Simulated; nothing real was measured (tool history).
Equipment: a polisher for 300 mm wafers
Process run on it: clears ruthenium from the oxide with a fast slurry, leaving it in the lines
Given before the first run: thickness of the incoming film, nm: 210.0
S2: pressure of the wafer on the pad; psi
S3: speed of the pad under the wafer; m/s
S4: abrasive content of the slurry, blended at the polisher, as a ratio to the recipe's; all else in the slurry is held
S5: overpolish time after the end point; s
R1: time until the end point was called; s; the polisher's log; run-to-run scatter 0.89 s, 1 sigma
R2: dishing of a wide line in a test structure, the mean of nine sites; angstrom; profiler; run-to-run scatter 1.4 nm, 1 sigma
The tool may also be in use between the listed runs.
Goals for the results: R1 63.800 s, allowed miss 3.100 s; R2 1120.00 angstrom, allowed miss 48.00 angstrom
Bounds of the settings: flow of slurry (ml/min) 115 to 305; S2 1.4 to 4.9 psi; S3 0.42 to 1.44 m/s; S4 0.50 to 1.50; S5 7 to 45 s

run 1 hour=0.0 | flow_of_slurry_(ml/min)=195 S2=3.1 S3=0.92 S4=1.00 S5=23 | R1=50.413 R2=882.60
run 2 hour=5.2 | flow_of_slurry_(ml/min)=195 S2=3.1 S3=0.72 S4=1.00 S5=23 | R1=62.149 R2=725.99
run 3 hour=10.8 | flow_of_slurry_(ml/min)=190 S2=3.1 S3=0.72 S4=1.00 S5=25 | R1=62.854 R2=760.14
run 4 hour=14.6 | flow_of_slurry_(ml/min)=185 S2=3.1 S3=0.72 S4=1.00 S5=27 | R1=62.571 R2=809.41
run 5 hour=17.9 | flow_of_slurry_(ml/min)=165 S2=3.1 S3=0.72 S4=1.00 S5=27 | R1=66.781 R2=807.24
run 6 hour=20.2 | flow_of_slurry_(ml/min)=165 S2=3.1 S3=0.72 S4=1.00 S5=19 | R1=63.198 R2=607.57
run 7 hour=27.7 | flow_of_slurry_(ml/min)=160 S2=3.1 S3=0.72 S4=1.00 S5=22 | R1=64.261 R2=694.25
run 8 hour=30.7 | flow_of_slurry_(ml/min)=155 S2=3.1 S3=0.72 S4=1.00 S5=24 | R1=66.325 R2=724.84
run 9 hour=37.3 | flow_of_slurry_(ml/min)=150 S2=3.2 S3=0.72 S4=1.00 S5=26 | R1=62.762 R2=811.26
run 10 hour=46.1 | flow_of_slurry_(ml/min)=150 S2=3.2 S3=0.72 S4=1.00 S5=28 | R1=63.445 R2=851.19
run 11 hour=47.4 | flow_of_slurry_(ml/min)=145 S2=3.2 S3=0.72 S4=1.00 S5=29 | R1=63.584 R2=885.14
run 12 hour=48.9 | flow_of_slurry_(ml/min)=145 S2=3.2 S3=0.72 S4=1.00 S5=30 | R1=64.520 R2=930.95
run 13 hour=56.8 | flow_of_slurry_(ml/min)=140 S2=3.2 S3=0.72 S4=1.00 S5=31 | R1=64.649 R2=947.99
run 14 hour=58.3 | flow_of_slurry_(ml/min)=140 S2=3.2 S3=0.72 S4=1.00 S5=32 | R1=64.135 R2=951.49

Which one of the following 4 next-run settings gets every result inside its allowed miss? There is exactly one.
run A hour=59.8 | flow_of_slurry_(ml/min)=150 S2=3.7 S3=0.56 S4=1.05 S5=36 | R1=? R2=?
run B hour=59.8 | flow_of_slurry_(ml/min)=115 S2=3.0 S3=0.74 S4=0.90 S5=38 | R1=? R2=?
run C hour=59.8 | flow_of_slurry_(ml/min)=210 S2=3.0 S3=0.78 S4=0.90 S5=39 | R1=? R2=?
run D hour=59.8 | flow_of_slurry_(ml/min)=155 S2=3.2 S3=0.60 S4=1.10 S5=43 | R1=? R2=?

move=A R1=66.052 R2=1000.90
move=B R1=69.757 R2=1000.40
move=C R1=62.338 R2=1118.80
move=D R1=69.897 R2=1103.90
A: closes in on the targets versus the last run, not all within tolerance yet
B: closes in on the targets versus the last run, not all within tolerance yet
C: hits every target within its allowed miss
D: puts the biggest miss on target and leaves a different result outside tolerance
C is the move that brings every result within its allowed miss.
